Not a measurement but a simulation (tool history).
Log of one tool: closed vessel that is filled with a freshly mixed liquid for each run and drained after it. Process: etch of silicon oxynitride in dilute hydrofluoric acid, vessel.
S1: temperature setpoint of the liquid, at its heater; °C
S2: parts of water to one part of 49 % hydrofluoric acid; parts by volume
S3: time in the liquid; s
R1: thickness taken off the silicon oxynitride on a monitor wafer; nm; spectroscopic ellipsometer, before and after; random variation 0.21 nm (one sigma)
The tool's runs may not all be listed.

run	hour	S1	S2	S3	R1
1	0	23	155	780	10.199
2	6.6	24	145	780	11.495
3	8	25	135	780	12.882
4	9.4	26	125	780	14.911
5	18.2	23	125	780	13.094
6	26.1	23	165	780	9.5085
7	31.9	24	155	780	10.674
8	40.8	25	145	780	11.874
9	46.6	26	135	780	13.83
10	53.9	26	135	780	13.882
11	60.2	26	135	780	13.615
12	65.1	26.5	130	780	14.57

The next listed run, before its measurement:
13	72.2	27	125	780	?

Run 13 gave R1 15.576 nm.

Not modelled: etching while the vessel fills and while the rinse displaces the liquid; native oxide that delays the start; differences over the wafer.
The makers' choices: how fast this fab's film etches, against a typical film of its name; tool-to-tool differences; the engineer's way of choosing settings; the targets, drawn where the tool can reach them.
